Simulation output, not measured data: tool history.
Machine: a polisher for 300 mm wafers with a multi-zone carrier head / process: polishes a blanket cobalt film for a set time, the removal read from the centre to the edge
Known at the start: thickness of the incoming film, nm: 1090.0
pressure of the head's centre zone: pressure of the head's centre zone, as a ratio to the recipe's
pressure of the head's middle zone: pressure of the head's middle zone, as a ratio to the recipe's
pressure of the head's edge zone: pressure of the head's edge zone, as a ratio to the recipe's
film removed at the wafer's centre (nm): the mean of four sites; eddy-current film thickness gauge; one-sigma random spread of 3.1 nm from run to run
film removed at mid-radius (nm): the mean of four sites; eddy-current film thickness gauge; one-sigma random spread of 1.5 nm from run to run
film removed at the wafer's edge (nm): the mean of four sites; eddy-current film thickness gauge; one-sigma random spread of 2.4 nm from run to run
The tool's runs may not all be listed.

| run | hour | flow of slurry (ml/min) | pressure of the head's centre zone | pressure of the head's middle zone | pressure of the head's edge zone | polishing time (s) | film removed at the wafer's centre (nm) | film removed at mid-radius (nm) | film removed at the wafer's edge (nm) |
|---|---|---|---|---|---|---|---|---|---|
| 1 | 0 | 150 | 1 | 1 | 1 | 43 | 229.88 | 230.99 | 228.48 |
| 2 | 8.6 | 150 | 1 | 1.07 | 1 | 43 | 228.16 | 239.5 | 226.15 |
| 3 | 9.3 | 150 | 1 | 1.11 | 1 | 43 | 234.9 | 255.21 | 232.79 |
| 4 | 16.2 | 140 | 1 | 1.07 | 1.02 | 43 | 219.59 | 241.48 | 226.12 |
| 5 | 19.8 | 140 | 1 | 1.07 | 0.94 | 43 | 226.71 | 241.66 | 215.71 |
| 6 | 20.7 | 140 | 1 | 1.07 | 0.88 | 43 | 225.93 | 240.58 | 207.34 |
| 7 | 24.3 | 135 | 1.01 | 1.03 | 0.92 | 43 | 227.3 | 233.96 | 217.68 |
| 8 | 28.6 | 130 | 1.01 | 1 | 0.93 | 43 | 225.07 | 222.71 | 219.83 |
| 9 | 37.2 | 125 | 1.01 | 0.99 | 0.93 | 43 | 227.6 | 218.41 | 220.66 |

Expected results for the next run?
| 10 | 45.4 | 120 | 1 | 0.99 | 0.93 | 43 | ? | ? | ? |

{"run 10": {"film removed at the wafer's centre (nm)": 210.5, "film removed at mid-radius (nm)": 218.02, "film removed at the wafer's edge (nm)": 211.99}}
